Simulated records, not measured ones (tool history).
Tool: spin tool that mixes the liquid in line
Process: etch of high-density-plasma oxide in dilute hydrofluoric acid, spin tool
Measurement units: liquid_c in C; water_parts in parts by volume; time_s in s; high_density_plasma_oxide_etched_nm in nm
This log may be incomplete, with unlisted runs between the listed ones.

run	day	liquid_c	water_parts	time_s	high_density_plasma_oxide_etched_nm
1	0.000	26.0	240	70	1.3423
2	0.321	27.0	235	70	1.4391
3	0.629	25.5	235	70	1.3530
4	0.938	23.5	235	70	1.2733
5	1.050	20.5	235	70	1.1210
6	1.425	18.0	235	70	1.0342
7	1.579	20.5	230	70	1.1519
8	1.812	22.5	225	70	1.2948
9	2.071	24.5	225	70	1.4050
10	2.296	26.0	225	70	1.4621
11	2.667	27.5	225	70	1.5256
12	2.746	28.5	225	70	1.5958

For run 13, what comes out?
13	3.112	28.5	225	70	?

high_density_plasma_oxide_etched_nm: 1.5915 nm

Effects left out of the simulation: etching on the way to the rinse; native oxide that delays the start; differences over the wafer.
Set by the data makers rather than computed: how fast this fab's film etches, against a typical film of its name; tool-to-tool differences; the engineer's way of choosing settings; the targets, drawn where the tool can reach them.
